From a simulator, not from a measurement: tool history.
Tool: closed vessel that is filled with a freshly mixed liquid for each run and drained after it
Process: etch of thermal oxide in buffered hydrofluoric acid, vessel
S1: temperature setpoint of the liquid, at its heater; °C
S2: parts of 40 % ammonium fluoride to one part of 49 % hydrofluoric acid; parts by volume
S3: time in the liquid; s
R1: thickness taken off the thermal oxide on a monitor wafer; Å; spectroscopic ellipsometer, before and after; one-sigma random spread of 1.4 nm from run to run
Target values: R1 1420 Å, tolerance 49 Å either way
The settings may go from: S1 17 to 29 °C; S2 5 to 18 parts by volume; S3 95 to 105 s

run	day	S1	S2	S3	R1
1	0	21	11	95	834.56
2	0.221	22	11	95	897.59
3	0.362	23	11	95	932.31
4	0.462	21.5	11	95	859.38
5	0.712	22.5	11	95	906.11
6	0.888	24	11	95	975.56
7	0.95	24.5	10.5	95	1045
8	1.246	25	10.5	95	1086.7

Below are 4 possible settings for the next run. Only one of them brings all results inside the allowed miss of their targets. Which is it?
A	1.542	24	8	95	?
B	1.542	26.5	9.5	105	?
C	1.542	28	11	100	?
D	1.542	26	9.5	100	?

move	R1
A	1300.8
B	1400.1
C	1274.8
D	1298.1
A: an improvement on the last run, though not all results are within tolerance
B: in spec on every target
C: an improvement on the last run, though not all results are within tolerance
D: an improvement on the last run, though not all results are within tolerance
Answer: B
